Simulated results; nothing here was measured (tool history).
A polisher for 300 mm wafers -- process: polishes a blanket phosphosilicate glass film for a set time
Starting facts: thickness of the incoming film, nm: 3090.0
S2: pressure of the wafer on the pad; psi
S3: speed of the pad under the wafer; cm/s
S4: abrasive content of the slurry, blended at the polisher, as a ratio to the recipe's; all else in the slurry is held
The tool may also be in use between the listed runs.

Run 1, hour 0: flow of slurry (ml/min) 170, S2 3.8 psi, S3 94 cm/s, S4 1, polishing time (s) 24. Result: film removed (nm) 223.34.
Run 2, hour 7: flow of slurry (ml/min) 165, S2 3.7 psi, S3 94 cm/s, S4 1, polishing time (s) 24. Result: film removed (nm) 216.97.
Run 3, hour 15.9: flow of slurry (ml/min) 205, S2 3.7 psi, S3 94 cm/s, S4 1, polishing time (s) 24. Result: film removed (nm) 221.45.
Run 4, hour 24.6: flow of slurry (ml/min) 205, S2 3.6 psi, S3 94 cm/s, S4 1, polishing time (s) 24. Result: film removed (nm) 217.07.
Run 5, hour 28.6: flow of slurry (ml/min) 205, S2 3.5 psi, S3 94 cm/s, S4 1, polishing time (s) 24. Result: film removed (nm) 212.33.
Run 6, hour 34.1: flow of slurry (ml/min) 205, S2 3.8 psi, S3 94 cm/s, S4 1, polishing time (s) 24. Result: film removed (nm) 226.77.

Expected results for the next run?
Run 7, hour 39.6: flow of slurry (ml/min) 205, S2 3.7 psi, S3 94 cm/s, S4 1, polishing time (s) 24. Result: film removed (nm) ?.

Run 7 gave film removed (nm) 223.21.
